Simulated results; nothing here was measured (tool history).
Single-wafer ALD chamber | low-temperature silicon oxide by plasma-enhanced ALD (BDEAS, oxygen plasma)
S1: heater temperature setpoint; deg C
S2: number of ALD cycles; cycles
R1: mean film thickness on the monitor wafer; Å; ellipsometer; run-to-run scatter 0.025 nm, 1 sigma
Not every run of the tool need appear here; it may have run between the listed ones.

| run | day | S1 | S2 | R1 |
|---|---|---|---|---|
| 1 | 0 | 95 | 58 | 80.139 |
| 2 | 0.312 | 100 | 56 | 75.981 |
| 3 | 0.371 | 100 | 52 | 70.137 |
| 4 | 0.462 | 102 | 52 | 70.641 |
| 5 | 0.792 | 103 | 52 | 70.906 |
| 6 | 1.138 | 103 | 47 | 63.675 |
| 7 | 1.467 | 101 | 48 | 64.785 |
| 8 | 1.767 | 101 | 48 | 65.257 |

For run 9, what comes out?
| 9 | 2.004 | 100 | 49 | ? |

R1: 66.628 Å
